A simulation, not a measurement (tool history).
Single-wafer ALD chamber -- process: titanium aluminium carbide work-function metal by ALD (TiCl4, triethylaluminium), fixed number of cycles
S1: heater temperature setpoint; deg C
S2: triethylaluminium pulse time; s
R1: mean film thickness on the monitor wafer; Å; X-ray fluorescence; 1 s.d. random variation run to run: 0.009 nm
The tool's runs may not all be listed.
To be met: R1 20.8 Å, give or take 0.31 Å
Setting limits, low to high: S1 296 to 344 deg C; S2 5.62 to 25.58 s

{"run": 1, "hour": 0.0, "S1": 320, "S2": 15.6, "R1": 22.986}
{"run": 2, "hour": 2.3, "S1": 320, "S2": 11.27, "R1": 22.61}
{"run": 3, "hour": 7.5, "S1": 320, "S2": 13.85, "R1": 22.717}
{"run": 4, "hour": 14.3, "S1": 312, "S2": 13.85, "R1": 22.27}
{"run": 5, "hour": 15.1, "S1": 312, "S2": 11.04, "R1": 21.848}
{"run": 6, "hour": 17.3, "S1": 320, "S2": 11.04, "R1": 22.529}
{"run": 7, "hour": 18.5, "S1": 316, "S2": 10.28, "R1": 21.981}
{"run": 8, "hour": 20.7, "S1": 313, "S2": 9.84, "R1": 21.537}
{"run": 9, "hour": 24.7, "S1": 313, "S2": 9.84, "R1": 21.506}
{"run": 10, "hour": 30.1, "S1": 312, "S2": 9.68, "R1": 21.416}
{"run": 11, "hour": 37.2, "S1": 311, "S2": 9.53, "R1": 21.194}

Which single option among these 5 for the next run brings every result within its allowed miss of target? Just one does.
{"run": "A", "hour": 44.3, "S1": 310, "S2": 8.78, "R1": "?"}
{"run": "B", "hour": 44.3, "S1": 309, "S2": 12.59, "R1": "?"}
{"run": "C", "hour": 44.3, "S1": 316, "S2": 11.01, "R1": "?"}
{"run": "D", "hour": 44.3, "S1": 319, "S2": 10.25, "R1": "?"}
{"run": "E", "hour": 44.3, "S1": 313, "S2": 9.81, "R1": "?"}

move=A R1=20.824
move=B R1=21.842
move=C R1=22.25
move=D R1=22.328
move=E R1=21.589
A: every result within its allowed miss
B: lands further from the targets than the last run did
C: lands further from the targets than the last run did
D: lands further from the targets than the last run did
E: lands further from the targets than the last run did
A is the move that brings every result within its allowed miss.

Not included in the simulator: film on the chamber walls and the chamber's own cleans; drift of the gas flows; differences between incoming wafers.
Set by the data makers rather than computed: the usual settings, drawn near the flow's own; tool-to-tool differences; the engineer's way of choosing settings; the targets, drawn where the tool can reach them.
